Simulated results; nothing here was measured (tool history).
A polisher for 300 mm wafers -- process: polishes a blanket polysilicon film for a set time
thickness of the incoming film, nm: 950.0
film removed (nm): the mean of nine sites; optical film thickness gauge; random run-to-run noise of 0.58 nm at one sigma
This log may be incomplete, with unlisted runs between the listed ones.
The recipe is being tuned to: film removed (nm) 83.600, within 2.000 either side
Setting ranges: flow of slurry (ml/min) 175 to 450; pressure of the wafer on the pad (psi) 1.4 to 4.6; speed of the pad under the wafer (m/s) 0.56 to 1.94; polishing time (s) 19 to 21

run,day,flow of slurry (ml/min),pressure of the wafer on the pad (psi),speed of the pad under the wafer (m/s),polishing time (s),film removed (nm)
1,0.000,290,3.0,1.24,21,190.320
2,0.125,340,3.0,1.24,21,191.360
3,0.375,340,2.5,1.12,21,142.490
4,0.492,340,1.9,1.12,21,110.790
5,0.554,340,1.9,1.12,21,111.590
6,0.600,340,1.7,1.08,21,97.404
7,0.883,335,1.6,1.08,21,91.009
8,1.096,315,1.6,1.08,21,91.593
9,1.138,290,1.6,1.08,21,90.694
10,1.250,270,1.4,1.06,21,77.525
11,1.367,285,1.4,1.06,21,78.256
12,1.462,300,1.4,1.06,21,78.137
13,1.779,315,1.4,1.06,21,77.755
14,1.858,325,1.4,1.06,21,78.648

Pick the move, out of 4, that brings all results within their allowed miss; only one does.
A,1.938,315,1.4,1.14,21,?
B,1.938,290,1.4,1.22,21,?
C,1.938,285,1.6,0.88,21,?
D,1.938,305,1.4,1.06,19,?

move,film removed (nm)
A,83.266
B,88.339
C,73.004
D,70.046
A: all results in spec
B: takes the biggest miss from the last run beyond its target
C: its largest miss is bigger than the last run's
D: its largest miss is bigger than the last run's
The move that meets every target is A.
